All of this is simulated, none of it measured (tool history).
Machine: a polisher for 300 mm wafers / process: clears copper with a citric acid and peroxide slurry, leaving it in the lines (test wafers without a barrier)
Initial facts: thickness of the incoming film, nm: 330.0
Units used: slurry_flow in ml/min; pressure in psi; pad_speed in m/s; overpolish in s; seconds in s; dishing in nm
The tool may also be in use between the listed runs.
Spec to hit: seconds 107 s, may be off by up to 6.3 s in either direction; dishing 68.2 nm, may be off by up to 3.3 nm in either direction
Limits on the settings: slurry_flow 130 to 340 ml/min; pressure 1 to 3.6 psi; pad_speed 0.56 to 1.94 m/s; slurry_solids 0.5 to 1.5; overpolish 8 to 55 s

run	hour	slurry_flow	pressure	pad_speed	slurry_solids	overpolish	seconds	dishing
1	0	220	2.3	1.24	1	28	191.69	34.294
2	9	220	2.3	1.24	1	23	193.63	29.194
3	10.6	220	2.5	1.28	1	25	176.42	34.135
4	13.8	220	2.5	1.42	1	25	159.25	36.312
5	16.6	220	3	1.42	1	25	142.88	41.446
6	19.4	220	3	1.42	0.85	25	146.43	39.661
7	20.6	225	3	1.48	0.9	27	135.68	43.297
8	28	225	3	1.5	0.95	29	129.88	47.567
9	32.4	225	3.1	1.52	1	30	131.78	50.39
10	38.3	225	3.2	1.56	1	31	123.77	53.659
11	39.7	225	3.3	1.58	1	32	117	55.291
12	46.4	225	3.3	1.58	1	33	117.64	57.881
13	54.4	225	3.4	1.58	1	34	113.75	59.847

Consider the 4 candidate settings below. Which is the only one whose results all fall within their allowed miss of target?
A	62.4	260	3.4	1.42	1.05	50	?	?
B	62.4	215	3.4	1.7	1	38	?	?
C	62.4	230	3.6	1.62	0.9	34	?	?
D	62.4	245	3.6	1.68	1	26	?	?

move	seconds	dishing
A	117.68	72.432
B	104.45	65.908
C	105.11	61.32
D	98.951	53.077
A: takes the result that was furthest off past its target
B: every result within its allowed miss
C: nearer than the last run, and not there yet
D: misses by more than the last run did
The right move is B.

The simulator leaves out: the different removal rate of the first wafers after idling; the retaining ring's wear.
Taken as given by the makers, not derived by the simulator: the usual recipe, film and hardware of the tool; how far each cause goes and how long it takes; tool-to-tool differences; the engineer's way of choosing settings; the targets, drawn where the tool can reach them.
